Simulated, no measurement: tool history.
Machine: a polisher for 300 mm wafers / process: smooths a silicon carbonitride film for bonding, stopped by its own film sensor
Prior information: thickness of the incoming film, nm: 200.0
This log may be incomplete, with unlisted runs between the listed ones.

run	hour	flow of slurry (ml/min)	pressure of the wafer on the pad (kPa)	speed of the pad under the wafer (cm/s)	abrasive content of the slurry	target thickness at which the film sensor stops the polish (Å)	time until the film sensor stopped the polish (s)
1	0.0	165	13.1	104	1.0	1860	65.639
2	8.4	165	11.7	102	1.0	1860	74.187
3	17.3	165	10.3	100	1.0	1860	84.411
4	21.6	165	10.3	100	1.0	1860	87.116
5	23.1	165	9.7	100	1.0	1860	91.050
6	28.9	165	11.0	100	1.0	1860	77.142
7	36.2	165	10.3	98	1.0	1860	86.215

Run 8 has not been measured yet. What should we expect?
8	41.5	165	9.7	98	1.0	1860	?

{"run 8": {"time until the film sensor stopped the polish (s)": 91.304}}

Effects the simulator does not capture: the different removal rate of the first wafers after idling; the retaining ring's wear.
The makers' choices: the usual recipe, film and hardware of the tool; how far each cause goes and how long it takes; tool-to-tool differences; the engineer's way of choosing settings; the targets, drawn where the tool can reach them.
